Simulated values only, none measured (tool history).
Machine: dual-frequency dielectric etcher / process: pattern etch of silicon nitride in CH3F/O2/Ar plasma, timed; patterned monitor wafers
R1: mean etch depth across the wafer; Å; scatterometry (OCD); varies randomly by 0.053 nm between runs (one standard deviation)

{"run": 1, "hour": 0.0, "source power (kW)": 0.43, "bias power (kW)": 0.069, "etch time (s)": 27.5, "R1": 207.25}
{"run": 2, "hour": 7.9, "source power (kW)": 0.43, "bias power (kW)": 0.079, "etch time (s)": 27.5, "R1": 216.15}
{"run": 3, "hour": 14.2, "source power (kW)": 0.38, "bias power (kW)": 0.079, "etch time (s)": 27.5, "R1": 207.76}
{"run": 4, "hour": 20.4, "source power (kW)": 0.38, "bias power (kW)": 0.079, "etch time (s)": 27.5, "R1": 207.07}
{"run": 5, "hour": 27.9, "source power (kW)": 0.38, "bias power (kW)": 0.079, "etch time (s)": 27.5, "R1": 206.78}
{"run": 6, "hour": 32.6, "source power (kW)": 0.38, "bias power (kW)": 0.075, "etch time (s)": 27.5, "R1": 204.19}

Estimate the outcome of run 7 from the log above:
{"run": 7, "hour": 34.9, "source power (kW)": 0.35, "bias power (kW)": 0.07, "etch time (s)": 27.0, "R1": "?"}

Logged for run 7: R1 189.58 Å.
